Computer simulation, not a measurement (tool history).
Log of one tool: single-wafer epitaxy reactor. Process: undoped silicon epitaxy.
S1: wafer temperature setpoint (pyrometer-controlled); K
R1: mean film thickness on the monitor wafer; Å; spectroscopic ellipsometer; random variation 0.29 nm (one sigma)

{"run": 1, "hour": 0.0, "S1": 933.15, "deposition time (s)": 460, "R1": 1043.8}
{"run": 2, "hour": 5.0, "S1": 933.15, "deposition time (s)": 498, "R1": 1126}
{"run": 3, "hour": 10.5, "S1": 933.15, "deposition time (s)": 476, "R1": 1074}
{"run": 4, "hour": 17.8, "S1": 925.15, "deposition time (s)": 476, "R1": 890.68}
{"run": 5, "hour": 20.0, "S1": 933.15, "deposition time (s)": 476, "R1": 1077.1}
{"run": 6, "hour": 26.7, "S1": 929.15, "deposition time (s)": 475, "R1": 973.31}

The next listed run, before its measurement:
{"run": 7, "hour": 35.2, "S1": 926.15, "deposition time (s)": 474, "R1": "?"}

{"run 7": {"R1": 904.25}}
